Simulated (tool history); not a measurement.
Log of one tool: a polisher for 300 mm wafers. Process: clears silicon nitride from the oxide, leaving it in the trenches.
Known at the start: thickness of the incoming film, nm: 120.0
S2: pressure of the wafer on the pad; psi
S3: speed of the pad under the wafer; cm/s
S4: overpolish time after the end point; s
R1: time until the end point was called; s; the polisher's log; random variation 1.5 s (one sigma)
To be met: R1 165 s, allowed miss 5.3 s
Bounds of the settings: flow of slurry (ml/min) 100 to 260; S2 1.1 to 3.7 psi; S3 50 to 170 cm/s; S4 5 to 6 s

run 1 hour=0 | flow_of_slurry_(ml/min)=165 S2=2.4 S3=110 S4=6 | R1=126.27
run 2 hour=5.8 | flow_of_slurry_(ml/min)=160 S2=2.2 S3=110 S4=6 | R1=140.1
run 3 hour=13 | flow_of_slurry_(ml/min)=160 S2=2.7 S3=110 S4=6 | R1=115.17
run 4 hour=15.7 | flow_of_slurry_(ml/min)=130 S2=2.7 S3=110 S4=6 | R1=118.95
run 5 hour=21.6 | flow_of_slurry_(ml/min)=130 S2=2.7 S3=130 S4=6 | R1=101.48
run 6 hour=26 | flow_of_slurry_(ml/min)=130 S2=2.1 S3=130 S4=6 | R1=131.91
run 7 hour=33.3 | flow_of_slurry_(ml/min)=125 S2=2 S3=130 S4=6 | R1=138.84
run 8 hour=40.4 | flow_of_slurry_(ml/min)=120 S2=1.9 S3=130 S4=6 | R1=145.38
run 9 hour=48.5 | flow_of_slurry_(ml/min)=115 S2=1.8 S3=130 S4=6 | R1=154.95

Which of these 4 next moves meets every target?
run A hour=56.6 | flow_of_slurry_(ml/min)=145 S2=2.4 S3=96 S4=6 | R1=?
run B hour=56.6 | flow_of_slurry_(ml/min)=110 S2=2 S3=122 S4=5 | R1=?
run C hour=56.6 | flow_of_slurry_(ml/min)=125 S2=1.7 S3=136 S4=6 | R1=?
run D hour=56.6 | flow_of_slurry_(ml/min)=105 S2=2 S3=108 S4=6 | R1=?

move=A R1=145.49
move=B R1=149.52
move=C R1=156.3
move=D R1=166.51
A: further off than the last run
B: further off than the last run
C: nearer than the last run, and not there yet
D: meets every target
The right move is D.

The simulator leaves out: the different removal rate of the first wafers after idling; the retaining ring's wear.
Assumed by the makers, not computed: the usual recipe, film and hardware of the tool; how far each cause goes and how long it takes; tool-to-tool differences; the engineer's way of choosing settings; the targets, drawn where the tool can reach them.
